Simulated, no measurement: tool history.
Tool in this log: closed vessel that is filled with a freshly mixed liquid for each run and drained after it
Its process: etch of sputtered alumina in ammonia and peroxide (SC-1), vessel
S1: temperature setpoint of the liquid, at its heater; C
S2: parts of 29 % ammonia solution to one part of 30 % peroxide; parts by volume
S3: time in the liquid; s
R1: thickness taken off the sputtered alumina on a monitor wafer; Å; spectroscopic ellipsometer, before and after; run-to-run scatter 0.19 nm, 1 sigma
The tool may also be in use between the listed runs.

{"run": 1, "day": 0.0, "S1": 57.0, "S2": 0.55, "S3": 385, "R1": 164.65}
{"run": 2, "day": 0.025, "S1": 57.0, "S2": 0.55, "S3": 410, "R1": 176.48}
{"run": 3, "day": 0.121, "S1": 61.5, "S2": 0.55, "S3": 410, "R1": 222.66}
{"run": 4, "day": 0.25, "S1": 61.5, "S2": 0.55, "S3": 410, "R1": 222.31}
{"run": 5, "day": 0.367, "S1": 63.0, "S2": 0.55, "S3": 410, "R1": 238.82}
{"run": 6, "day": 0.7, "S1": 63.0, "S2": 0.7, "S3": 410, "R1": 243.64}

The next listed run, before its measurement:
{"run": 7, "day": 0.958, "S1": 64.0, "S2": 0.7, "S3": 410, "R1": "?"}

R1: 253.54 Å

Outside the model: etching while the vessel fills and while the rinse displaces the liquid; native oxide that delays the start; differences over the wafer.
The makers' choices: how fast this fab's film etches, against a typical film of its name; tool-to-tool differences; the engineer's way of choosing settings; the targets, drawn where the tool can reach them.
